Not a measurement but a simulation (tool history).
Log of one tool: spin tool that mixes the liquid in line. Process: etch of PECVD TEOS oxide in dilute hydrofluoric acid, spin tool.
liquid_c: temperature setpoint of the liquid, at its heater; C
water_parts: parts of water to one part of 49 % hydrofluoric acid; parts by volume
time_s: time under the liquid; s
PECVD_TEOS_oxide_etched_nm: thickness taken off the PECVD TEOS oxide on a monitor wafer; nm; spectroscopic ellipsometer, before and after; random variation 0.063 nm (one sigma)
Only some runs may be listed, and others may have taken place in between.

run  hour  liquid_c  water_parts  time_s  PECVD_TEOS_oxide_etched_nm
  1   0.0      23.0          205      55                      6.9378
  2   8.4      23.0          205      55                      6.9930
  3  16.6      23.0          205      55                      6.9716
  4  21.0      25.5          205      55                      7.6186
  5  21.9      25.5          235      55                      6.4783
  6  28.9      25.5          190      55                      8.4740

What will run 7 give?
  7  30.9      27.0          185      55                           ?

{"run 7": {"PECVD_TEOS_oxide_etched_nm": 9.1736}}

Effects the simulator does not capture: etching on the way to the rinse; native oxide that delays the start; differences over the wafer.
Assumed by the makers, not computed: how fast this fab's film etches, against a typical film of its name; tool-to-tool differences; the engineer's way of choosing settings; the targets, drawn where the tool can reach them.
